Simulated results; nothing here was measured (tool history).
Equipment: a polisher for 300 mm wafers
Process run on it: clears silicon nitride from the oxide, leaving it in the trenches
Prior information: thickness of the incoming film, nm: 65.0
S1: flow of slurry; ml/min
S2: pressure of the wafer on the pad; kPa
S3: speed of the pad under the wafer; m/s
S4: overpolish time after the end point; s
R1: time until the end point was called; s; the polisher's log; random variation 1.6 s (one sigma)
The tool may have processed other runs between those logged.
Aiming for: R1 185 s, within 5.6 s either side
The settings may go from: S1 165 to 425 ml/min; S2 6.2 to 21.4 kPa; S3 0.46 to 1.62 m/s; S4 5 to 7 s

run,day,S1,S2,S3,S4,R1
1,0,275,13.8,1.04,7,113.49
2,0.329,275,13.1,1.04,7,120.04
3,0.45,275,12.4,1.04,7,125.5
4,0.554,245,12.4,1.04,7,127.73
5,0.729,245,12.4,1.04,5,127.46
6,0.962,245,11.7,1.04,5,138.28
7,1.225,245,11,1.04,5,143.86
8,1.467,240,9,1.04,5,175.71

5 next moves are on the table. One of them brings every result within its allowed miss. Which?
A,1.708,225,13.8,0.74,5,?
B,1.708,205,10.3,0.8,5,?
C,1.708,210,7.6,1.18,5,?
D,1.708,205,9,1.08,5,?
E,1.708,260,7.6,1.06,5,?

move,R1
A,156.27
B,195.6
C,188.58
D,174.2
E,202.38
A: lands further from the targets than the last run did
B: pushes the last run's worst result past its target
C: all results in spec
D: lands further from the targets than the last run did
E: pushes the last run's worst result past its target
Answer: C

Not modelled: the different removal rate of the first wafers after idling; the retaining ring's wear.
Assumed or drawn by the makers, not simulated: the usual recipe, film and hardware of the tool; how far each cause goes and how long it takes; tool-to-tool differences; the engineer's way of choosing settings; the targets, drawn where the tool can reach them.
